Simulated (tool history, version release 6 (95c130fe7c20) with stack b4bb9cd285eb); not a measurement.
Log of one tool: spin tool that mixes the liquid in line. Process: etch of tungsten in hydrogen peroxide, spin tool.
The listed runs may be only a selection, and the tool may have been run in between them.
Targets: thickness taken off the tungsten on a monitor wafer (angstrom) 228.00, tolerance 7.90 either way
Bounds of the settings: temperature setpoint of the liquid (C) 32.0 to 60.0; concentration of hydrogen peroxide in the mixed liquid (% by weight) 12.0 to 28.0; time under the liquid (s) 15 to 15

run	day	temperature setpoint of the liquid (C)	concentration of hydrogen peroxide in the mixed liquid (% by weight)	time under the liquid (s)	thickness taken off the tungsten on a monitor wafer (angstrom)
1	0.000	44.0	19.0	15	290.23
2	0.117	44.0	19.0	15	287.30
3	0.212	44.0	17.0	15	272.80
4	0.238	40.5	17.0	15	219.21
5	0.400	35.5	17.0	15	154.37
6	0.438	32.0	17.0	15	122.80
7	0.621	35.0	17.0	15	155.45
8	0.925	37.0	17.0	15	176.23
9	1.071	37.0	17.0	15	172.70
10	1.425	38.5	17.0	15	192.92
11	1.775	39.5	17.0	15	206.96
12	1.996	39.5	17.0	15	208.20
13	2.171	40.0	17.0	15	212.44
14	2.212	40.5	17.0	15	217.90

Exactly one of the 4 candidate moves below puts every result within its allowed miss. Which one?
A	2.254	41.5	16.5	15	?
B	2.254	41.5	18.5	15	?
C	2.254	41.5	19.0	15	?
D	2.254	40.0	22.5	15	?

move	thickness taken off the tungsten on a monitor wafer (angstrom)
A	231.12
B	244.73
C	248.01
D	244.90
A: all results in spec
B: moves the result that the last run missed by most past its target, out the other side
C: moves the result that the last run missed by most past its target, out the other side
D: moves the result that the last run missed by most past its target, out the other side
Go with A: it meets all targets.
